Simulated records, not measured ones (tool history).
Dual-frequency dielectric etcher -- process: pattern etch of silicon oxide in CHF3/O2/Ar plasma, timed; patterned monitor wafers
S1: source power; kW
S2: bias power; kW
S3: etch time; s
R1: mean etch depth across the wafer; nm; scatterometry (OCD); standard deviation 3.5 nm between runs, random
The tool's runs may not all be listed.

run,hour,S1,S2,S3,R1
1,0.0,0.500,0.166,594.5,1004.20
2,4.4,0.500,0.153,594.5,961.44
3,10.7,0.480,0.153,594.5,958.96
4,13.2,0.480,0.164,594.5,988.03
5,14.4,0.470,0.164,594.5,979.60
6,22.3,0.470,0.164,594.5,986.84
7,23.1,0.460,0.164,594.5,978.02

What does the tool deliver on the next run?
8,27.4,0.460,0.164,594.5,?

R1: 971.82 nm
